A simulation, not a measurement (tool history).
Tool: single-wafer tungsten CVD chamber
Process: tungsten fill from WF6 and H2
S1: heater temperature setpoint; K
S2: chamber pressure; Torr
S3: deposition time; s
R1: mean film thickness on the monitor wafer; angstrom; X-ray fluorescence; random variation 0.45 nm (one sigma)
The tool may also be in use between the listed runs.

| run | day | S1 | S2 | S3 | R1 |
|---|---|---|---|---|---|
| 1 | 0.000 | 663.15 | 43.4 | 21.4 | 569.97 |
| 2 | 0.054 | 671.15 | 43.4 | 21.4 | 666.31 |
| 3 | 0.233 | 663.15 | 43.4 | 21.4 | 569.57 |
| 4 | 0.504 | 663.15 | 43.4 | 22.0 | 584.17 |
| 5 | 0.771 | 663.15 | 40.5 | 22.0 | 561.40 |
| 6 | 1.117 | 670.15 | 40.5 | 22.0 | 653.33 |
| 7 | 1.350 | 671.15 | 40.6 | 22.0 | 667.13 |

Run 8 comes next. What will it give?
|  | 1.388 | capacitance manometer re-zeroed and calibrated |
| 8 | 1.388 | 672.15 | 40.6 | 22.0 | ? |

{"run 8": {"R1": 710.81}}

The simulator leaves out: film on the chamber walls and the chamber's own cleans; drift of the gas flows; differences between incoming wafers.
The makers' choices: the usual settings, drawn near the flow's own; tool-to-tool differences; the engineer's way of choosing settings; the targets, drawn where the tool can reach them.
